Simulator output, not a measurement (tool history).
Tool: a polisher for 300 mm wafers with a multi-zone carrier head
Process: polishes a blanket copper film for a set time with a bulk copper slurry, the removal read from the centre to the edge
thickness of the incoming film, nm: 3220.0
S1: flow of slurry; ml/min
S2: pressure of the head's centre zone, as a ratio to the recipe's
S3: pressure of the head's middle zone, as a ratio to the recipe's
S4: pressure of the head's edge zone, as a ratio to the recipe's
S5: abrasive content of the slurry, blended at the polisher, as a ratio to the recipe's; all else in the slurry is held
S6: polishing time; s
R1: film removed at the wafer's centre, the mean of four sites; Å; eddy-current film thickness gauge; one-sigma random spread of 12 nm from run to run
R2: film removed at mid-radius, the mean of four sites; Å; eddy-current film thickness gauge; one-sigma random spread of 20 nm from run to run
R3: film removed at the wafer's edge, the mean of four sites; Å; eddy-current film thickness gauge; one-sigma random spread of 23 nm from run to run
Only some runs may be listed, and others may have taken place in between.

run,hour,S1,S2,S3,S4,S5,S6,R1,R2,R3
1,0.0,265,1.00,1.00,1.00,1.00,80,12003,12059,12350
2,1.3,285,1.05,1.04,1.01,1.15,83,13708,13589,13437
3,9.6,300,1.09,1.07,1.02,1.25,84,14839,14231,13776
4,13.4,310,1.11,1.10,1.03,1.30,86,15675,15110,14472
5,15.5,320,1.13,1.12,1.03,1.35,87,16359,15596,14467
6,18.6,325,1.14,1.14,1.05,1.40,88,17072,16092,15173
7,26.8,330,1.15,1.15,1.05,1.45,89,17578,16665,16117

Expected results for the next run?
8,32.7,330,1.15,1.15,1.05,1.45,89,?,?,?

{"run 8": {"R1": 17675, "R2": 16375, "R3": 15856}}
